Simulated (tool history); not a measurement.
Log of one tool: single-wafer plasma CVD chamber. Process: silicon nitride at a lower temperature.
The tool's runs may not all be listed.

run  hour  heater temperature setpoint (K)  chamber pressure (Pa)  RF power (W)  deposition time (s)  mean film thickness on the monitor wafer (angstrom)
  1     0                           603.15                    233           355                 41.2                                               545.72
  2   7.3                           595.15                    233           355                 41.2                                               549.48
  3  10.4                           595.15                    220           350                 41.2                                               534.47
  4  18.3                           595.15                    255           350                 41.2                                               546.72
  5  25.8                           600.15                    255           350                 41.2                                               553.88
  6  27.2                           600.15                    241           345                 41.2                                               537.24

Forecast run 7:
  7  34.2                           600.15                    195           330                 41.2                                                    ?

mean film thickness on the monitor wafer (angstrom): 498.84
